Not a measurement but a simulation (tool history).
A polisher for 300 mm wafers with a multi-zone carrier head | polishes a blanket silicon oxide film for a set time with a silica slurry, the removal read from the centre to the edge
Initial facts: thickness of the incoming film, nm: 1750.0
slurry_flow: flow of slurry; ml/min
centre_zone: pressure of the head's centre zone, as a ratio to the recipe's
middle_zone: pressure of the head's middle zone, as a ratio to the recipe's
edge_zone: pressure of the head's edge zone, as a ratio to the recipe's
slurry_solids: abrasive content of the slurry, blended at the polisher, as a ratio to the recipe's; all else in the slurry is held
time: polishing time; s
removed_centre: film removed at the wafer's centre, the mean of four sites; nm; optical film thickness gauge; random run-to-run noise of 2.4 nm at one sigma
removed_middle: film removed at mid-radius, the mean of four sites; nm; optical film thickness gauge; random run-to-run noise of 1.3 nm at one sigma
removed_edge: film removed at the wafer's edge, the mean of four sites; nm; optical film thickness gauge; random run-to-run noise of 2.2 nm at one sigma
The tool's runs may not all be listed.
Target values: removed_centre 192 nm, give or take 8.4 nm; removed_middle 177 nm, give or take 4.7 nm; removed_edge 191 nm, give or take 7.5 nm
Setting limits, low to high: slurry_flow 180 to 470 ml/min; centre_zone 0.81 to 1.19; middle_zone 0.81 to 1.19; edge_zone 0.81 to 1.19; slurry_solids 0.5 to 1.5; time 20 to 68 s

| run | hour | slurry_flow | centre_zone | middle_zone | edge_zone | slurry_solids | time | removed_centre | removed_middle | removed_edge |
|---|---|---|---|---|---|---|---|---|---|---|
| 1 | 0 | 300 | 1 | 1 | 1 | 1 | 44 | 126.44 | 124.34 | 122.04 |
| 2 | 0.9 | 300 | 1.01 | 1 | 1.02 | 1.1 | 45 | 131.95 | 132.29 | 130.95 |
| 3 | 9 | 305 | 1.03 | 0.99 | 1.04 | 1.15 | 46 | 141.5 | 135.97 | 140.3 |
| 4 | 10.9 | 310 | 1.05 | 1 | 1.06 | 1.2 | 46 | 147.98 | 138.75 | 144.38 |
| 5 | 16.7 | 310 | 1.1 | 1 | 1.06 | 1.2 | 46 | 150.32 | 139.59 | 145.02 |
| 6 | 23.6 | 310 | 1.1 | 1 | 1.06 | 1.3 | 46 | 160.11 | 145.55 | 147.4 |
| 7 | 31.5 | 315 | 1.1 | 1.01 | 1.08 | 1.35 | 47 | 166.57 | 151.4 | 155.73 |
| 8 | 34.7 | 315 | 1.1 | 1.02 | 1.1 | 1.4 | 48 | 170.76 | 154.32 | 161.82 |
| 9 | 40 | 320 | 1.1 | 1.03 | 1.11 | 1.4 | 49 | 174.66 | 161 | 166.75 |
| 10 | 47.4 | 340 | 1.1 | 1.02 | 1.19 | 1.5 | 51 | 191.46 | 172.37 | 185.41 |

Consider the 5 candidate settings below. Which is the only one whose results all fall within their allowed miss of target?
| A | 54.8 | 340 | 1.16 | 1.03 | 1.13 | 1.5 | 49 | ? | ? | ? |
| B | 54.8 | 255 | 1.08 | 0.95 | 1.19 | 1.5 | 53 | ? | ? | ? |
| C | 54.8 | 340 | 1.19 | 1 | 1.15 | 1.5 | 49 | ? | ? | ? |
| D | 54.8 | 380 | 1.06 | 0.98 | 1.15 | 1.45 | 55 | ? | ? | ? |
| E | 54.8 | 450 | 1.15 | 0.98 | 1.11 | 1.5 | 49 | ? | ? | ? |

| move | removed_centre | removed_middle | removed_edge |
|---|---|---|---|
| A | 189.13 | 164.79 | 168.95 |
| B | 183.68 | 161.45 | 183.4 |
| C | 194.01 | 160.72 | 170.55 |
| D | 193.66 | 177.2 | 190.74 |
| E | 192.07 | 161.63 | 170.45 |
A: lands further from the targets than the last run did
B: lands further from the targets than the last run did
C: lands further from the targets than the last run did
D: all results in spec
E: lands further from the targets than the last run did
Correct choice: D, which meets every target
